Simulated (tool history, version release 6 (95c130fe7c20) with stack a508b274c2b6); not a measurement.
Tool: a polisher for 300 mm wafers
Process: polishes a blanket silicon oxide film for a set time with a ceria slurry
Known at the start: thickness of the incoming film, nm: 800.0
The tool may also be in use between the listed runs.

run,hour,flow of slurry (ml/min),pressure of the wafer on the pad (psi),speed of the pad under the wafer (m/s),polishing time (s),film removed (angstrom)
1,0.0,125,3.1,0.96,39,1914.8
2,3.6,105,3.1,0.96,39,1861.1
3,5.7,115,3.3,0.96,39,1973.6
4,11.1,90,3.3,0.96,39,1871.4
5,15.5,105,3.5,0.96,39,2027.3
6,23.5,105,3.5,0.96,35,1818.2
7,28.8,105,3.5,0.96,35,1817.4
8,32.6,120,3.8,0.96,35,2006.0
9,36.4,130,4.0,0.96,35,2131.5
10,40.7,140,4.2,0.96,35,2225.1
11,46.9,140,4.9,1.00,35,2665.3

Run 12 comes next. What will it give?
12,49.0,145,4.9,1.00,35,?

film removed (angstrom): 2680.6

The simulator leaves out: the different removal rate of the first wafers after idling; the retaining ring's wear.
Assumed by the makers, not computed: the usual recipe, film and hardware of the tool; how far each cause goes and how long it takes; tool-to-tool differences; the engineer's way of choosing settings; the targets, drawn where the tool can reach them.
